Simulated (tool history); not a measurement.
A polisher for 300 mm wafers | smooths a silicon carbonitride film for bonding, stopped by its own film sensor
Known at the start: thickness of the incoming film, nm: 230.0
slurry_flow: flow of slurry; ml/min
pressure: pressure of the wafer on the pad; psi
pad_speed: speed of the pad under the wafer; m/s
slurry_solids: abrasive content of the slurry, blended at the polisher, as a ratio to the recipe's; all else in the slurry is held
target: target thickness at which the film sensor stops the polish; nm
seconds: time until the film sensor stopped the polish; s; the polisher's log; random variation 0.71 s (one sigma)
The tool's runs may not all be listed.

| run | hour | slurry_flow | pressure | pad_speed | slurry_solids | target | seconds |
|---|---|---|---|---|---|---|---|
| 1 | 0.0 | 280 | 1.6 | 0.70 | 1.0 | 212 | 124.760 |
| 2 | 3.2 | 280 | 1.7 | 0.74 | 1.0 | 212 | 113.440 |
| 3 | 7.2 | 280 | 1.7 | 0.74 | 1.0 | 214 | 99.655 |
| 4 | 13.0 | 280 | 1.7 | 0.74 | 1.0 | 214 | 102.580 |
| 5 | 19.6 | 280 | 1.7 | 0.64 | 1.0 | 214 | 113.120 |
| 6 | 21.1 | 280 | 1.8 | 0.68 | 1.0 | 214 | 101.920 |
| 7 | 27.7 | 280 | 1.8 | 0.68 | 1.0 | 214 | 104.100 |
| 8 | 30.3 | 280 | 1.9 | 0.72 | 1.0 | 214 | 92.966 |
| 9 | 31.8 | 280 | 2.0 | 0.74 | 1.0 | 214 | 85.390 |
| 10 | 38.6 | 280 | 2.1 | 0.76 | 1.0 | 214 | 82.537 |
|  | 43.4 | slurry blender recalibrated |
| 11 | 43.4 | 290 | 2.6 | 0.96 | 1.1 | 214 | 42.834 |

The next listed run, before its measurement:
| 12 | 45.7 | 290 | 2.5 | 0.96 | 1.1 | 214 | ? |

seconds: 42.837 s
